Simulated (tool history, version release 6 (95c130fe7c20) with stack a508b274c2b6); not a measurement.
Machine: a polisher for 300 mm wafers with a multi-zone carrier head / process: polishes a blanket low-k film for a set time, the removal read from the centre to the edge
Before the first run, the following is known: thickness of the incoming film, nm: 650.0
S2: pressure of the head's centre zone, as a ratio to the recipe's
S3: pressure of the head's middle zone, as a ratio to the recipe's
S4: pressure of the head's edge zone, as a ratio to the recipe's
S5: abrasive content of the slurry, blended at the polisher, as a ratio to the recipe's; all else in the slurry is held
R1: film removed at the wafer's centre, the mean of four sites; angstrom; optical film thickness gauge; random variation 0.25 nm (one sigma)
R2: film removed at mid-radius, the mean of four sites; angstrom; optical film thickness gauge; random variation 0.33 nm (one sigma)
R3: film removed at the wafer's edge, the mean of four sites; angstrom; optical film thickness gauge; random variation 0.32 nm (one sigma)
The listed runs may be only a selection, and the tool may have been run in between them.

Run 1, hour 0: flow of slurry (ml/min) 210, S2 1, S3 1, S4 1, S5 1, polishing time (s) 51. Result: R1 228.68 angstrom, R2 231.01 angstrom, R3 225.06 angstrom.
Run 2, hour 3.8: flow of slurry (ml/min) 215, S2 1.02, S3 1, S4 1.03, S5 1.05, polishing time (s) 51. Result: R1 240.48 angstrom, R2 234.93 angstrom, R3 235.79 angstrom.
Run 3, hour 12.3: flow of slurry (ml/min) 225, S2 1.04, S3 1.01, S4 1.05, S5 1.1, polishing time (s) 51. Result: R1 252.62 angstrom, R2 242.92 angstrom, R3 244.81 angstrom.
Run 4, hour 12.8: flow of slurry (ml/min) 250, S2 1.04, S3 1.01, S4 1.05, S5 1.1, polishing time (s) 51. Result: R1 255.66 angstrom, R2 257.36 angstrom, R3 249.49 angstrom.
Run 5, hour 14.8: flow of slurry (ml/min) 250, S2 1.04, S3 1.01, S4 1.05, S5 1.1, polishing time (s) 60. Result: R1 299.91 angstrom, R2 289.59 angstrom, R3 293.09 angstrom.
Run 6, hour 20.7: flow of slurry (ml/min) 250, S2 1.05, S3 1, S4 1.05, S5 1.1, polishing time (s) 60. Result: R1 305.82 angstrom, R2 289.73 angstrom, R3 296.76 angstrom.
Run 7, hour 29.1: flow of slurry (ml/min) 250, S2 1.05, S3 1, S4 1.05, S5 1.1, polishing time (s) 60. Result: R1 304.63 angstrom, R2 294.74 angstrom, R3 294.42 angstrom.
Run 8, hour 30.3: flow of slurry (ml/min) 250, S2 1.06, S3 0.99, S4 1.05, S5 1.1, polishing time (s) 60. Result: R1 305.21 angstrom, R2 284.93 angstrom, R3 291.82 angstrom.
Run 9, hour 32.6: flow of slurry (ml/min) 250, S2 1.07, S3 0.99, S4 1.06, S5 1.1, polishing time (s) 60. Result: R1 311.39 angstrom, R2 285.72 angstrom, R3 287.07 angstrom.

Forecast run 10:
Run 10, hour 36.7: flow of slurry (ml/min) 250, S2 1.07, S3 0.98, S4 1.07, S5 1.1, polishing time (s) 60. Result: R1 ?, R2 ?, R3 ?.

R1: 307.56 angstrom
R2: 292.44 angstrom
R3: 294.5 angstrom

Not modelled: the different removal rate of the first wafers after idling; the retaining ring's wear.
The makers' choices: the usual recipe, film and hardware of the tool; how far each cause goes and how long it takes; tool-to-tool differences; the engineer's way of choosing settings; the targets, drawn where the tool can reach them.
